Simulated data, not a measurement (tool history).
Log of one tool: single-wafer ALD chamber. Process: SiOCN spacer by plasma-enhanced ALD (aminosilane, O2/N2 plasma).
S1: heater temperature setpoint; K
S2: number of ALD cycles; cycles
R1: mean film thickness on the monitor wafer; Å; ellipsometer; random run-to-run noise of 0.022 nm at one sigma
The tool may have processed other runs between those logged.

{"run": 1, "hour": 0.0, "S1": 668.15, "S2": 52, "R1": 33.26}
{"run": 2, "hour": 4.0, "S1": 668.15, "S2": 59, "R1": 38.293}
{"run": 3, "hour": 13.0, "S1": 668.15, "S2": 54, "R1": 34.757}
{"run": 4, "hour": 14.0, "S1": 673.15, "S2": 54, "R1": 34.278}
{"run": 5, "hour": 17.5, "S1": 684.15, "S2": 54, "R1": 33.124}
{"run": 6, "hour": 22.2, "S1": 673.15, "S2": 54, "R1": 34.153}
{"hour": 24.1, "done": "thermocouple changed; heater temperature recalibrated"}
{"run": 7, "hour": 24.1, "S1": 669.15, "S2": 56, "R1": 35.485}
{"run": 8, "hour": 28.1, "S1": 668.15, "S2": 58, "R1": 37.087}
{"run": 9, "hour": 31.1, "S1": 666.15, "S2": 60, "R1": 38.535}

For run 10, what comes out?
{"run": 10, "hour": 38.9, "S1": 665.15, "S2": 61, "R1": "?"}

R1: 38.906 Å
